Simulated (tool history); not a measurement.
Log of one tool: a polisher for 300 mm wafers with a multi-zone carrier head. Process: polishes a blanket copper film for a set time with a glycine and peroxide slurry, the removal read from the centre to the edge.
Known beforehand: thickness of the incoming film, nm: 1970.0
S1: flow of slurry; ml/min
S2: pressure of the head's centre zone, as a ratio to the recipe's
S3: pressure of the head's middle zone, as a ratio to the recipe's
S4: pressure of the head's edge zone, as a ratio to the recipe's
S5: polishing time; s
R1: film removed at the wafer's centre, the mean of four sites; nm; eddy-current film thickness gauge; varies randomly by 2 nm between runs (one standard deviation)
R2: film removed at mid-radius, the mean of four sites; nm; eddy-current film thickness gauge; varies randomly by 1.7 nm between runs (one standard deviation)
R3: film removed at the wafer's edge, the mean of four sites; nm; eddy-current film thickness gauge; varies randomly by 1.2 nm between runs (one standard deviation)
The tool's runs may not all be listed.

| run | hour | S1 | S2 | S3 | S4 | S5 | R1 | R2 | R3 |
|---|---|---|---|---|---|---|---|---|---|
| 1 | 0 | 225 | 1 | 1 | 1 | 38 | 204.65 | 189.52 | 189.8 |
| 2 | 1.8 | 225 | 1 | 1 | 0.98 | 37 | 198.83 | 184.82 | 181.49 |
| 3 | 5.8 | 225 | 1 | 1 | 0.98 | 33 | 180.25 | 162.87 | 160.45 |
| 4 | 11.9 | 225 | 1 | 1 | 0.93 | 33 | 178.48 | 162.53 | 159.59 |
| 5 | 19 | 225 | 0.92 | 1 | 0.93 | 33 | 162.43 | 161.24 | 159.18 |
| 6 | 24.7 | 225 | 0.93 | 1.01 | 0.92 | 33 | 164.62 | 163.04 | 157.97 |
| 7 | 31.5 | 225 | 0.94 | 1.01 | 0.91 | 33 | 167.97 | 161.39 | 157.01 |
| 8 | 34.3 | 225 | 0.95 | 1.02 | 0.9 | 33 | 168.16 | 165.59 | 154.21 |
| 9 | 39.1 | 225 | 0.95 | 1.02 | 0.9 | 33 | 169.37 | 167.51 | 157.76 |
| 10 | 39.7 | 225 | 0.96 | 1.02 | 0.89 | 33 | 170.95 | 168.65 | 157.71 |

Run 11 has not been measured yet. What should we expect?
| 11 | 42.6 | 210 | 1.03 | 1 | 0.81 | 32 | ? | ? | ? |

For run 11 the tool returned R1 173.78 nm, R2 156.7 nm, R3 143.92 nm.

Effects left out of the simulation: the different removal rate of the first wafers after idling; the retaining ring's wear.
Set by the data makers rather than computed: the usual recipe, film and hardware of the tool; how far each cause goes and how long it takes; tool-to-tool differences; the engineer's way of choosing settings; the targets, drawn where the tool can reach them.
